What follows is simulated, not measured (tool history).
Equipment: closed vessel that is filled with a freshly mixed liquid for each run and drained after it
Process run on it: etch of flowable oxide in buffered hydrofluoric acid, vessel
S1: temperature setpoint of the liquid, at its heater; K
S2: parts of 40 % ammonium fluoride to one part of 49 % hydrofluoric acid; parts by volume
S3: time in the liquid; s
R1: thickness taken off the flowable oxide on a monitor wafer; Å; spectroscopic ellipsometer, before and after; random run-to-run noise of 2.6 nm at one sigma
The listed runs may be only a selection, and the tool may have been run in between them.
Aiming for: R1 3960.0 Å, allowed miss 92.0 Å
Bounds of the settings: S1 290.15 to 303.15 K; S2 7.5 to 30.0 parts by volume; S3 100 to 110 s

run	hour	S1	S2	S3	R1
1	0.0	295.15	20.5	100	2020.8
2	5.2	296.65	20.5	100	2190.8
3	13.6	298.15	19.0	100	2522.2
4	21.7	299.65	17.5	100	2934.8
5	23.7	300.65	17.0	100	3224.1
6	25.5	297.15	17.0	100	2659.5
7	33.8	298.65	16.5	100	2990.6
8	35.9	298.65	16.5	100	2967.6
9	41.8	298.65	16.5	100	2972.5
10	46.0	299.65	16.0	100	3287.5
11	48.5	300.65	16.0	100	3475.3
12	52.3	301.15	16.0	100	3556.6
13	54.8	301.65	16.0	100	3588.6
14	60.5	302.15	16.0	100	3676.5
15	68.1	302.15	16.0	100	3737.0
16	69.2	302.65	16.0	100	3797.9

Below are 4 possible settings for the next run. Only one of them brings all results inside the allowed miss of their targets. Which is it?
A	70.3	303.15	16.0	105	?
B	70.3	299.65	14.5	110	?
C	70.3	302.15	14.0	100	?
D	70.3	300.65	16.0	105	?

move	R1
A	4121.8
B	3948.3
C	4244.6
D	3610.0
A: the result that was furthest off in the last run now lies on the other side of its target
B: meets every target
C: the result that was furthest off in the last run now lies on the other side of its target
D: moves away from the targets compared with the last run
B is the move that brings every result within its allowed miss.

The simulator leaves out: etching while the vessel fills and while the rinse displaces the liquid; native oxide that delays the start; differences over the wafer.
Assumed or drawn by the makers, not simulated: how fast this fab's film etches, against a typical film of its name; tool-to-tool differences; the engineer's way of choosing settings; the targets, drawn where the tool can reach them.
